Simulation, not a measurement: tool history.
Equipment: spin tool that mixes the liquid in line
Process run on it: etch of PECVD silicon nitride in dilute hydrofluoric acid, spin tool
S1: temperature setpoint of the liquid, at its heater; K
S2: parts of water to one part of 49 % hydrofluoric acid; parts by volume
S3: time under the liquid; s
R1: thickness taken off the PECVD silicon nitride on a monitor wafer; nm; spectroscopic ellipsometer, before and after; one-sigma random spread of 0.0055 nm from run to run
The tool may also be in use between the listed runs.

run,day,S1,S2,S3,R1
1,0,293.15,95,90,2.7499
2,0.262,293.15,65,90,3.9526
3,0.425,292.65,75,90,3.3211
4,0.608,292.65,75,70,2.5884
5,0.892,292.65,55,70,3.4928
6,1.246,291.15,55,70,3.1539
7,1.608,291.15,60,70,2.894
8,1.825,291.15,65,70,2.6736
9,2.117,291.15,70,70,2.5027
# day 2.283: hydrofluoric acid flow meter replaced
10,2.283,291.15,75,70,2.2106
11,2.446,290.65,90,70,1.7934
12,2.483,290.15,100,70,1.5629

Run 13 is up next; what results do you expect?
13,2.754,290.15,105,70,?

{"run 13": {"R1": 1.4938}}
